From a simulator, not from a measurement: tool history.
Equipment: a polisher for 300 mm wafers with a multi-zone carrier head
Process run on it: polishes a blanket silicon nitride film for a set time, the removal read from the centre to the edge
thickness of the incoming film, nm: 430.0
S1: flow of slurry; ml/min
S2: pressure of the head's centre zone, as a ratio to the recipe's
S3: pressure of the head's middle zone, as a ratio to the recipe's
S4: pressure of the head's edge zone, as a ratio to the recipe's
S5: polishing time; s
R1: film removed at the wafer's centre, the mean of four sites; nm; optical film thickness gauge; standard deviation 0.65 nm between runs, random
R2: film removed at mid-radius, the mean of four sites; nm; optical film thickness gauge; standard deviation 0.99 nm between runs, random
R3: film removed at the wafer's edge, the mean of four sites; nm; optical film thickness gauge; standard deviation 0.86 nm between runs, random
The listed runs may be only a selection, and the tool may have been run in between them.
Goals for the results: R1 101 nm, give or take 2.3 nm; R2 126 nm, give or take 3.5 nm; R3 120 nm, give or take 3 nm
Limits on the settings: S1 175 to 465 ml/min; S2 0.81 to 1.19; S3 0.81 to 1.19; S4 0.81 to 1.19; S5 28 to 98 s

run 1 hour=0 | S1=295 S2=1 S3=1 S4=1 S5=63 | R1=161.53 R2=164.8 R3=161.92
run 2 hour=8.2 | S1=295 S2=0.93 S3=1 S4=1 S5=63 | R1=152.87 R2=163.19 R3=158.67
run 3 hour=12.2 | S1=280 S2=0.91 S3=1.01 S4=1.02 S5=60 | R1=141.37 R2=155.98 R3=153.96
run 4 hour=21 | S1=340 S2=0.91 S3=1.01 S4=1.02 S5=60 | R1=144.49 R2=159.04 R3=156.4
run 5 hour=25.2 | S1=325 S2=0.89 S3=1.02 S4=1.02 S5=58 | R1=135.64 R2=156.41 R3=149.57
run 6 hour=34.1 | S1=325 S2=0.89 S3=1.02 S4=1.09 S5=58 | R1=135.96 R2=154.14 R3=155.49
run 7 hour=35.9 | S1=315 S2=0.88 S3=1.02 S4=1.08 S5=56 | R1=130.04 R2=147.12 R3=149.27
run 8 hour=37.4 | S1=305 S2=0.87 S3=1.03 S4=1.07 S5=54 | R1=123.41 R2=142.95 R3=142.79
run 9 hour=38.2 | S1=295 S2=0.86 S3=1.03 S4=1.06 S5=53 | R1=119.41 R2=140.92 R3=139.01
run 10 hour=39.4 | S1=285 S2=0.85 S3=1.03 S4=1.05 S5=52 | R1=117.4 R2=137.7 R3=134.73
run 11 hour=40.4 | S1=280 S2=0.84 S3=1.04 S4=1.05 S5=51 | R1=112.39 R2=136.34 R3=134.09
run 12 hour=44.1 | S1=270 S2=0.84 S3=1.04 S4=1.04 S5=50 | R1=109.23 R2=132.29 R3=129.22
run 13 hour=47.6 | S1=260 S2=0.84 S3=1.04 S4=1.03 S5=50 | R1=108.83 R2=131.73 R3=129.1
run 14 hour=54.7 | S1=250 S2=0.84 S3=1.04 S4=1.02 S5=50 | R1=108.82 R2=133.26 R3=128.26
run 15 hour=59.8 | S1=220 S2=0.81 S3=1.01 S4=0.96 S5=47 | R1=98.059 R2=119.83 R3=114.63

Exercise: of the 4 proposed moves below, exactly one satisfies all targets within the stated allowed misses. Which move is it?
run A hour=64.9 | S1=195 S2=0.82 S3=1.05 S4=0.98 S5=50 | R1=? R2=? R3=?
run B hour=64.9 | S1=215 S2=0.83 S3=0.95 S4=0.97 S5=48 | R1=? R2=? R3=?
run C hour=64.9 | S1=250 S2=0.81 S3=1.02 S4=1.06 S5=46 | R1=? R2=? R3=?
run D hour=64.9 | S1=270 S2=0.81 S3=1.04 S4=0.98 S5=45 | R1=? R2=? R3=?

move=A R1=100.39 R2=124.78 R3=122.19
move=B R1=99.111 R2=112.85 R3=118.32
move=C R1=95.417 R2=116.68 R3=120.25
move=D R1=94.369 R2=117.01 R3=114.04
A: all results land within tolerance of their targets
B: brings the result that was furthest off to its target, and leaves another outside
C: brings the result that was furthest off to its target, and leaves another outside
D: its largest miss is bigger than the last run's
The move that meets every target is A.

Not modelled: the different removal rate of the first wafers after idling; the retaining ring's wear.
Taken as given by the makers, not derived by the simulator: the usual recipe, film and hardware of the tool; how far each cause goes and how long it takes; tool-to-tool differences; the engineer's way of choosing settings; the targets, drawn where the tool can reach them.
